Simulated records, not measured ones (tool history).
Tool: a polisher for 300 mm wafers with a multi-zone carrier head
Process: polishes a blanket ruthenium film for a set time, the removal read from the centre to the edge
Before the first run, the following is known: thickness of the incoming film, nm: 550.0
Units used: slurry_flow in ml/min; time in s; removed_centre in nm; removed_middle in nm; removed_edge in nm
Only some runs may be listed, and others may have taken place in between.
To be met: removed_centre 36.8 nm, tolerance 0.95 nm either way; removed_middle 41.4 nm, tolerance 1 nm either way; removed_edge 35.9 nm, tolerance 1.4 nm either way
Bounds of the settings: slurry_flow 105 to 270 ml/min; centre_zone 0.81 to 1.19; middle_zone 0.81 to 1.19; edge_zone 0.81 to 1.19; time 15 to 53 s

run 1 hour=0 | slurry_flow=175 centre_zone=1 middle_zone=1 edge_zone=1 time=34 | removed_centre=47.871 removed_middle=48.288 removed_edge=49.009
run 2 hour=6.4 | slurry_flow=155 centre_zone=1 middle_zone=1 edge_zone=1 time=34 | removed_centre=46.945 removed_middle=46.899 removed_edge=48.529
run 3 hour=14 | slurry_flow=155 centre_zone=1 middle_zone=0.92 edge_zone=1 time=34 | removed_centre=47.161 removed_middle=44.166 removed_edge=48.042
run 4 hour=18.2 | slurry_flow=155 centre_zone=1 middle_zone=0.92 edge_zone=0.93 time=34 | removed_centre=47.587 removed_middle=43.122 removed_edge=46.332
run 5 hour=20.3 | slurry_flow=165 centre_zone=0.99 middle_zone=0.96 edge_zone=0.91 time=32 | removed_centre=43.574 removed_middle=43.131 removed_edge=43.781
run 6 hour=27.1 | slurry_flow=165 centre_zone=0.99 middle_zone=0.98 edge_zone=0.89 time=31 | removed_centre=42.603 removed_middle=41.671 removed_edge=42.356
run 7 hour=31.9 | slurry_flow=170 centre_zone=0.99 middle_zone=1.02 edge_zone=0.87 time=30 | removed_centre=41.559 removed_middle=42.399 removed_edge=40.117
run 8 hour=35.6 | slurry_flow=170 centre_zone=0.99 middle_zone=1.02 edge_zone=0.87 time=30 | removed_centre=41.47 removed_middle=42.66 removed_edge=40.203
run 9 hour=36.9 | slurry_flow=165 centre_zone=0.98 middle_zone=1.03 edge_zone=0.86 time=30 | removed_centre=40.666 removed_middle=42.569 removed_edge=39.946
run 10 hour=43.6 | slurry_flow=160 centre_zone=0.98 middle_zone=1.04 edge_zone=0.85 time=30 | removed_centre=41.113 removed_middle=43.14 removed_edge=39.626
run 11 hour=47.4 | slurry_flow=155 centre_zone=0.97 middle_zone=1.05 edge_zone=0.84 time=30 | removed_centre=40.269 removed_middle=43.48 removed_edge=39.551
run 12 hour=52.4 | slurry_flow=155 centre_zone=0.97 middle_zone=1.06 edge_zone=0.83 time=29 | removed_centre=38.553 removed_middle=41.963 removed_edge=37.659
run 13 hour=54.8 | slurry_flow=150 centre_zone=0.97 middle_zone=1.07 edge_zone=0.83 time=29 | removed_centre=38.776 removed_middle=42.001 removed_edge=37.788

Which one of the following 5 next-run settings gets every result inside its allowed miss? There is exactly one.
run A hour=57.2 | slurry_flow=205 centre_zone=0.99 middle_zone=1.14 edge_zone=0.91 time=26 | removed_centre=? removed_middle=? removed_edge=?
run B hour=57.2 | slurry_flow=125 centre_zone=1.06 middle_zone=1.09 edge_zone=0.81 time=29 | removed_centre=? removed_middle=? removed_edge=?
run C hour=57.2 | slurry_flow=190 centre_zone=1.08 middle_zone=1.07 edge_zone=0.81 time=28 | removed_centre=? removed_middle=? removed_edge=?
run D hour=57.2 | slurry_flow=160 centre_zone=0.95 middle_zone=1 edge_zone=0.93 time=31 | removed_centre=? removed_middle=? removed_edge=?
run E hour=57.2 | slurry_flow=115 centre_zone=0.93 middle_zone=0.99 edge_zone=0.88 time=31 | removed_centre=? removed_middle=? removed_edge=?

move=A removed_centre=37.073 removed_middle=41.296 removed_edge=36.816
move=B removed_centre=41.042 removed_middle=41.65 removed_edge=37.282
move=C removed_centre=42.815 removed_middle=41.746 removed_edge=37.425
move=D removed_centre=41.135 removed_middle=42.761 removed_edge=43.471
move=E removed_centre=38.372 removed_middle=40.578 removed_edge=41.067
A: every result lands within tolerance
B: misses by more than the last run did
C: misses by more than the last run did
D: misses by more than the last run did
E: misses by more than the last run did
A is the move that brings every result within its allowed miss.

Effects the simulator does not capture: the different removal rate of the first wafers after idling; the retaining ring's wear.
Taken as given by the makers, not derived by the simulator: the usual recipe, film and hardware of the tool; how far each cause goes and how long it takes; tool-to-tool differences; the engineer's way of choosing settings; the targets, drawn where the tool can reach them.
